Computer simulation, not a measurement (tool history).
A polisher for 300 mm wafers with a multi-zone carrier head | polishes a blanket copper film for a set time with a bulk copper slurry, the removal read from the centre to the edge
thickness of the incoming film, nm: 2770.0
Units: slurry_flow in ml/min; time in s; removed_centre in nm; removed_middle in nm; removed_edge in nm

| run | hour | slurry_flow | centre_zone | middle_zone | edge_zone | slurry_solids | time | removed_centre | removed_middle | removed_edge |
|---|---|---|---|---|---|---|---|---|---|---|
| 1 | 0 | 130 | 1 | 1 | 1 | 1 | 46 | 395.49 | 396.1 | 399.38 |
| 2 | 4.1 | 125 | 0.98 | 1 | 0.98 | 0.9 | 44 | 354.78 | 375.33 | 368.04 |
| 3 | 12.2 | 120 | 0.97 | 0.99 | 0.97 | 0.8 | 42 | 334.77 | 345.4 | 331.98 |
| 4 | 18.3 | 115 | 0.94 | 0.98 | 0.97 | 0.75 | 41 | 304.51 | 322.01 | 321.54 |
| 5 | 20.9 | 115 | 0.94 | 1.05 | 0.97 | 0.75 | 41 | 309.31 | 340.17 | 323.82 |
| 6 | 28.5 | 115 | 0.97 | 1.05 | 0.97 | 0.75 | 41 | 317.82 | 346.72 | 322.14 |
| 7 | 33.7 | 110 | 0.95 | 1.04 | 0.96 | 0.7 | 40 | 292.34 | 322.73 | 309.76 |

The next listed run, before its measurement:
| 8 | 42 | 110 | 0.94 | 1.04 | 0.95 | 0.65 | 39 | ? | ? | ? |

Run 8 gave removed_centre 274.08 nm, removed_middle 303.91 nm, removed_edge 286.37 nm.

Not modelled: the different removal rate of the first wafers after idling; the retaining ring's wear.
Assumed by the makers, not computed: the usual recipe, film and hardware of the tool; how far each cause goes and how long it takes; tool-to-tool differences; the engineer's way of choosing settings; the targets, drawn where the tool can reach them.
